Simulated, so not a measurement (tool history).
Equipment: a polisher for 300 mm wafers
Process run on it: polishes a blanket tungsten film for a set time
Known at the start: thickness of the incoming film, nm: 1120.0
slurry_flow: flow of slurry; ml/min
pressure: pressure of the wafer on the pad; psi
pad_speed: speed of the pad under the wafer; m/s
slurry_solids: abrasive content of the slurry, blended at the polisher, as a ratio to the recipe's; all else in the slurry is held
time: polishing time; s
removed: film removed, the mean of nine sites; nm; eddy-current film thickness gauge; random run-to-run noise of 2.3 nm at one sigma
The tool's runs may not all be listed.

Run 1, hour 0: slurry_flow 125 ml/min, pressure 3.2 psi, pad_speed 1.28 m/s, slurry_solids 1, time 29 s. Result: removed 163.07 nm.
Run 2, hour 7.2: slurry_flow 125 ml/min, pressure 3.2 psi, pad_speed 1.28 m/s, slurry_solids 1, time 27 s. Result: removed 154.94 nm.
Run 3, hour 7.8: slurry_flow 135 ml/min, pressure 3.6 psi, pad_speed 1.28 m/s, slurry_solids 1, time 27 s. Result: removed 169.71 nm.
Run 4, hour 11.4: slurry_flow 135 ml/min, pressure 3.6 psi, pad_speed 1.28 m/s, slurry_solids 1.15, time 27 s. Result: removed 172.19 nm.
Run 5, hour 17.2: slurry_flow 135 ml/min, pressure 4 psi, pad_speed 1.3 m/s, slurry_solids 1.15, time 27 s. Result: removed 186.94 nm.
Run 6, hour 21.3: slurry_flow 105 ml/min, pressure 4 psi, pad_speed 1.3 m/s, slurry_solids 1.15, time 27 s. Result: removed 177.58 nm.
Run 7, hour 26.1: slurry_flow 120 ml/min, pressure 4.3 psi, pad_speed 1.32 m/s, slurry_solids 1.15, time 27 s. Result: removed 193.06 nm.
Run 8, hour 27.9: slurry_flow 120 ml/min, pressure 5 psi, pad_speed 1.46 m/s, slurry_solids 1.15, time 27 s. Result: removed 243.2 nm.
Run 9, hour 28.6: slurry_flow 125 ml/min, pressure 5 psi, pad_speed 1.46 m/s, slurry_solids 1.15, time 27 s. Result: removed 244.17 nm.

Run 10 comes next. What will it give?
Run 10, hour 35.1: slurry_flow 130 ml/min, pressure 5 psi, pad_speed 1.46 m/s, slurry_solids 1.15, time 27 s. Result: removed ?.

removed: 241.79 nm
